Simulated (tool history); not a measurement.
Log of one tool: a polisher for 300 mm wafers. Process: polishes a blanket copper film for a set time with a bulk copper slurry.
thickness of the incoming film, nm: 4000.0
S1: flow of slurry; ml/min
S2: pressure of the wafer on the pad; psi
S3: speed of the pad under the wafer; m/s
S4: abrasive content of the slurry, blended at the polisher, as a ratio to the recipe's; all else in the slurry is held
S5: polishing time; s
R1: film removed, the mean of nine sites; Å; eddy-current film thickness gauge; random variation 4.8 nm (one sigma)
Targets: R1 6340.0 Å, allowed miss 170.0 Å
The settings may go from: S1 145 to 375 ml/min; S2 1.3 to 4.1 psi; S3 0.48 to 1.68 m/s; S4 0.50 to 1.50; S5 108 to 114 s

| run | hour | S1 | S2 | S3 | S4 | S5 | R1 |
|---|---|---|---|---|---|---|---|
| 1 | 0.0 | 240 | 2.7 | 1.08 | 1.00 | 108 | 8607.8 |
| 2 | 6.7 | 265 | 2.7 | 1.08 | 1.00 | 108 | 8663.7 |
| 3 | 7.4 | 265 | 2.5 | 1.08 | 1.00 | 108 | 8052.9 |
| 4 | 13.2 | 265 | 2.3 | 1.08 | 1.00 | 108 | 7421.0 |
| 5 | 20.4 | 265 | 2.8 | 1.08 | 1.00 | 108 | 8906.8 |
| 6 | 27.3 | 265 | 2.5 | 1.08 | 1.00 | 108 | 8085.7 |
| 7 | 28.1 | 265 | 2.3 | 1.08 | 1.00 | 108 | 7433.9 |
| 8 | 35.4 | 265 | 2.2 | 1.08 | 1.00 | 108 | 7059.2 |
| 9 | 36.0 | 265 | 2.1 | 1.08 | 1.00 | 108 | 6862.5 |

Which of these 5 next moves meets every target?
| A | 36.6 | 265 | 1.9 | 1.22 | 0.90 | 114 | ? |
| B | 36.6 | 290 | 2.2 | 0.90 | 1.15 | 110 | ? |
| C | 36.6 | 270 | 2.2 | 1.12 | 1.05 | 110 | ? |
| D | 36.6 | 260 | 2.0 | 1.12 | 1.00 | 111 | ? |
| E | 36.6 | 245 | 2.0 | 1.06 | 1.00 | 108 | ? |

| move | R1 |
|---|---|
| A | 6907.2 |
| B | 6837.6 |
| C | 7553.0 |
| D | 6850.4 |
| E | 6407.4 |
A: further off than the last run
B: as far off as the last run
C: further off than the last run
D: as far off as the last run
E: meets every target
Move E is the one to make.
